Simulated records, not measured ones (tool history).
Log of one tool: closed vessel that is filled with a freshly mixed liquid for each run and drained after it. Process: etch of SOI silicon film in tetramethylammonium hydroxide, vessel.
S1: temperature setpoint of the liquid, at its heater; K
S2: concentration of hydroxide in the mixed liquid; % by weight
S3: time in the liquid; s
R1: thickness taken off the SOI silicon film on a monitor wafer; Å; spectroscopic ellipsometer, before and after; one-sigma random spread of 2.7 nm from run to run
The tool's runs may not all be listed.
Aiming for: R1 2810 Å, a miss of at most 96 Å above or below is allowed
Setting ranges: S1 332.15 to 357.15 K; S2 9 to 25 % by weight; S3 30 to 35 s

run 1 hour=0 | S1=345.15 S2=18 S3=35 | R1=2343.1
run 2 hour=8.9 | S1=340.15 S2=18 S3=35 | R1=1749.6
run 3 hour=13.7 | S1=342.65 S2=18 S3=35 | R1=2063.5
run 4 hour=17.2 | S1=339.15 S2=18 S3=35 | R1=1651.8
run 5 hour=21.9 | S1=339.15 S2=15.5 S3=35 | R1=1732.1
run 6 hour=23.5 | S1=339.15 S2=15.5 S3=30 | R1=1457.4
run 7 hour=27.5 | S1=342.15 S2=15.5 S3=30 | R1=1760.9
run 8 hour=36.3 | S1=344.65 S2=15.5 S3=30 | R1=2084.9
run 9 hour=44.8 | S1=346.15 S2=15.5 S3=30 | R1=2277.6
run 10 hour=46.1 | S1=347.15 S2=15.5 S3=30 | R1=2406

Which one of the following 4 next-run settings gets every result inside its allowed miss? There is exactly one.
run A hour=47.4 | S1=343.15 S2=18 S3=35 | R1=?
run B hour=47.4 | S1=347.15 S2=15 S3=35 | R1=?
run C hour=47.4 | S1=342.65 S2=15.5 S3=35 | R1=?
run D hour=47.4 | S1=348.65 S2=15.5 S3=35 | R1=?

move=A R1=2084.5
move=B R1=2806.4
move=C R1=2137.9
move=D R1=3025.3
A: the biggest miss grows against the last run
B: every result within its allowed miss
C: the biggest miss grows against the last run
D: carries the result that was furthest off beyond its target, to the other side
Go with B: it meets all targets.

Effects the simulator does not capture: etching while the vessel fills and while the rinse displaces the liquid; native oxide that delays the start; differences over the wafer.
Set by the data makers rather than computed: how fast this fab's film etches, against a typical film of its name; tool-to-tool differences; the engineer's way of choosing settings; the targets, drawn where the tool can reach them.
